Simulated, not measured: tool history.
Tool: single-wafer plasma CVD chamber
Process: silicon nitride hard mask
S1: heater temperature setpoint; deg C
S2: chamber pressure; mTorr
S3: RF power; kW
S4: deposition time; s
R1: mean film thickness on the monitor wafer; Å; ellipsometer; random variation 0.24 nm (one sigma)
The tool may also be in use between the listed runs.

run  hour   S1    S2     S3    S4      R1
  1   0.0  405  1820  0.375  49.6  656.18
  2   0.7  405  1820  0.335  49.6  613.21
  3   4.2  400  1820  0.335  49.6  615.51
  4  11.2  400  1820  0.360  49.6  643.02
  5  14.4  400  1880  0.370  49.6  659.89
  6  21.9  400  1930  0.375  49.6  668.32
  7  29.4  400  1930  0.375  49.6  667.85
  8  36.2  400  1970  0.380  49.6  679.97
  9  40.8  400  2020  0.385  49.6  686.64

Forecast run 10:
 10  42.8  400  2050  0.390  49.6   ?

R1: 695.66 Å
